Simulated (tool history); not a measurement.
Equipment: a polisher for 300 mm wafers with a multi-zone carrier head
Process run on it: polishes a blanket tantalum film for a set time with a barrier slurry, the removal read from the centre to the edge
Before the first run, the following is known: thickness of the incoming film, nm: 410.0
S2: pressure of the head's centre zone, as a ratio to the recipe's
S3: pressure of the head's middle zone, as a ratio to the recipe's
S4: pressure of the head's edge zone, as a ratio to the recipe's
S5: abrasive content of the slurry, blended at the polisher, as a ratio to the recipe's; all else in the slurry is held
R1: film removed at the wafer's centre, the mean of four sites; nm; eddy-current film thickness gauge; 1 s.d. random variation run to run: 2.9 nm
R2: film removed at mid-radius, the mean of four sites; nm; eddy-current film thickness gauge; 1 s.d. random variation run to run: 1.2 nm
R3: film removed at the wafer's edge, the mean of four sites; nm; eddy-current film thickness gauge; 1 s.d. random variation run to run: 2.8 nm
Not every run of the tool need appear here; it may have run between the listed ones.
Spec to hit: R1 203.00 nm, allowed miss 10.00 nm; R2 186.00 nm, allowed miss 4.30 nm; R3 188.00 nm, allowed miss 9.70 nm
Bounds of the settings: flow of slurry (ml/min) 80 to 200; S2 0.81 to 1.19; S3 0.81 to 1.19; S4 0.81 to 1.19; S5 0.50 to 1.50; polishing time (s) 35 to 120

{"run": 1, "hour": 0.0, "flow of slurry (ml/min)": 130, "S2": 1.0, "S3": 1.0, "S4": 1.0, "S5": 1.0, "polishing time (s)": 77, "R1": 126.73, "R2": 130.97, "R3": 133.43}
{"run": 2, "hour": 3.2, "flow of slurry (ml/min)": 130, "S2": 1.0, "S3": 1.0, "S4": 1.06, "S5": 1.0, "polishing time (s)": 77, "R1": 130.7, "R2": 131.12, "R3": 136.8}
{"run": 3, "hour": 6.0, "flow of slurry (ml/min)": 150, "S2": 1.0, "S3": 1.0, "S4": 1.06, "S5": 1.0, "polishing time (s)": 77, "R1": 136.98, "R2": 134.12, "R3": 138.24}
{"run": 4, "hour": 8.1, "flow of slurry (ml/min)": 150, "S2": 1.03, "S3": 1.02, "S4": 1.09, "S5": 1.15, "polishing time (s)": 80, "R1": 146.75, "R2": 145.12, "R3": 150.09}
{"run": 5, "hour": 9.1, "flow of slurry (ml/min)": 160, "S2": 1.07, "S3": 1.04, "S4": 1.1, "S5": 1.25, "polishing time (s)": 83, "R1": 160.14, "R2": 156.75, "R3": 159.47}
{"run": 6, "hour": 16.6, "flow of slurry (ml/min)": 170, "S2": 1.1, "S3": 1.05, "S4": 1.11, "S5": 1.35, "polishing time (s)": 85, "R1": 176.4, "R2": 168.1, "R3": 167.38}
{"run": 7, "hour": 19.2, "flow of slurry (ml/min)": 170, "S2": 1.1, "S3": 1.05, "S4": 1.11, "S5": 1.35, "polishing time (s)": 85, "R1": 182.02, "R2": 165.23, "R3": 169.99}
{"run": 8, "hour": 22.9, "flow of slurry (ml/min)": 190, "S2": 1.13, "S3": 1.11, "S4": 1.18, "S5": 1.5, "polishing time (s)": 86, "R1": 192.22, "R2": 184.5, "R3": 180.53}
{"run": 9, "hour": 27.7, "flow of slurry (ml/min)": 190, "S2": 1.13, "S3": 1.11, "S4": 1.18, "S5": 1.5, "polishing time (s)": 86, "R1": 187.78, "R2": 184.77, "R3": 183.13}
{"run": 10, "hour": 33.7, "flow of slurry (ml/min)": 190, "S2": 1.14, "S3": 1.1, "S4": 1.18, "S5": 1.5, "polishing time (s)": 87, "R1": 193.61, "R2": 184.91, "R3": 181.69}

Next run, 5 choices. One meets every target within its allowed miss, the rest don't. Which?
{"run": "A", "hour": 39.7, "flow of slurry (ml/min)": 195, "S2": 1.16, "S3": 1.07, "S4": 1.19, "S5": 1.5, "polishing time (s)": 90, "R1": "?", "R2": "?", "R3": "?"}
{"run": "B", "hour": 39.7, "flow of slurry (ml/min)": 190, "S2": 1.08, "S3": 1.11, "S4": 1.19, "S5": 1.5, "polishing time (s)": 87, "R1": "?", "R2": "?", "R3": "?"}
{"run": "C", "hour": 39.7, "flow of slurry (ml/min)": 190, "S2": 1.13, "S3": 1.16, "S4": 1.19, "S5": 1.5, "polishing time (s)": 83, "R1": "?", "R2": "?", "R3": "?"}
{"run": "D", "hour": 39.7, "flow of slurry (ml/min)": 165, "S2": 1.0, "S3": 1.02, "S4": 1.19, "S5": 1.5, "polishing time (s)": 94, "R1": "?", "R2": "?", "R3": "?"}
{"run": "E", "hour": 39.7, "flow of slurry (ml/min)": 200, "S2": 1.08, "S3": 1.15, "S4": 1.19, "S5": 1.45, "polishing time (s)": 85, "R1": "?", "R2": "?", "R3": "?"}

move=A R1=198.73 R2=186.27 R3=193.66
move=B R1=179.49 R2=185.20 R3=186.61
move=C R1=178.39 R2=183.47 R3=177.91
move=D R1=176.77 R2=182.39 R3=198.80
move=E R1=175.69 R2=186.67 R3=182.02
A: every result within its allowed miss
B: lands further from the targets than the last run did
C: lands further from the targets than the last run did
D: lands further from the targets than the last run did
E: lands further from the targets than the last run did
A is the move that brings every result within its allowed miss.
